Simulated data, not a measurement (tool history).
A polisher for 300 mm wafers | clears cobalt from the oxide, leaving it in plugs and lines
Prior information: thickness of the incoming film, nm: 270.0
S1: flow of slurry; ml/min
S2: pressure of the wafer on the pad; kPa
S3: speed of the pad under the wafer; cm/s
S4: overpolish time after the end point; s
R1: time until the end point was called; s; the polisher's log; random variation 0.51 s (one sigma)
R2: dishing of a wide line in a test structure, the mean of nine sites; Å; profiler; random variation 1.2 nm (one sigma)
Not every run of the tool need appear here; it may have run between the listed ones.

run	day	S1	S2	S3	S4	R1	R2
1	0	245	9	124	21	69.873	442.72
2	0.308	245	6.9	124	21	77.378	416.3
3	0.567	245	4.8	124	21	94.185	373.27
4	0.767	245	7.6	124	21	74.267	401.36
5	0.929	245	8.3	124	21	71.332	430.34
6	1.262	245	6.9	124	21	79.743	410.72
7	1.483	245	7.6	124	21	75.904	409.4

What will run 8 give?
# day 1.683: slurry nozzle cleaned
8	1.683	250	10.3	128	25	?	?

Run 8 yielded R1 58.04 s, R2 500.73 Å.
